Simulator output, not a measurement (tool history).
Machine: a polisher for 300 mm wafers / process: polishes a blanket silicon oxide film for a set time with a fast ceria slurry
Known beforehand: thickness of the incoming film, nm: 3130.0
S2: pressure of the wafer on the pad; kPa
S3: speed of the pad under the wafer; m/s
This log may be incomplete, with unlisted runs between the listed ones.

Run 1, day 0: flow of slurry (ml/min) 155, S2 11.7 kPa, S3 0.88 m/s, polishing time (s) 65. Result: film removed (angstrom) 4084.3.
Run 2, day 0.112: flow of slurry (ml/min) 155, S2 11.7 kPa, S3 0.88 m/s, polishing time (s) 68. Result: film removed (angstrom) 4199.
Run 3, day 0.296: flow of slurry (ml/min) 155, S2 12.4 kPa, S3 0.88 m/s, polishing time (s) 68. Result: film removed (angstrom) 4462.1.
Run 4, day 0.442: flow of slurry (ml/min) 135, S2 12.4 kPa, S3 0.88 m/s, polishing time (s) 68. Result: film removed (angstrom) 4418.4.
Run 5, day 0.642: flow of slurry (ml/min) 175, S2 12.4 kPa, S3 0.88 m/s, polishing time (s) 68. Result: film removed (angstrom) 4513.8.
Run 6, day 0.908: flow of slurry (ml/min) 175, S2 12.4 kPa, S3 0.88 m/s, polishing time (s) 68. Result: film removed (angstrom) 4601.7.

Run 7, settings as shown, results not yet in. Your forecast:
Run 7, day 1.246: flow of slurry (ml/min) 175, S2 13.1 kPa, S3 0.88 m/s, polishing time (s) 68. Result: film removed (angstrom) ?.

{"run 7": {"film removed (angstrom)": 4769.2}}
